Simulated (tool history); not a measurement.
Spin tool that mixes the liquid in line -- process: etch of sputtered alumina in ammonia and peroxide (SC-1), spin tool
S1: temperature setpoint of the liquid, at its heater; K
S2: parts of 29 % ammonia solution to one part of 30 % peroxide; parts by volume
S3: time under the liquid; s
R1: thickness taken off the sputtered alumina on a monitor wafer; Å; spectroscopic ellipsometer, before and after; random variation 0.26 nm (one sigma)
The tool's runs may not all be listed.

run,day,S1,S2,S3,R1
1,0.000,328.15,0.45,290,317.76
2,0.325,328.15,0.45,290,314.40
3,0.483,329.15,0.45,290,338.48
4,0.633,329.15,0.45,290,334.80
5,0.658,329.15,0.35,290,327.93
6,0.746,326.15,0.35,290,280.23
7,0.817,327.15,0.35,290,290.42

The next listed run, before its measurement:
8,1.142,328.15,0.35,290,?

Run 8 yielded R1 309.62 Å.
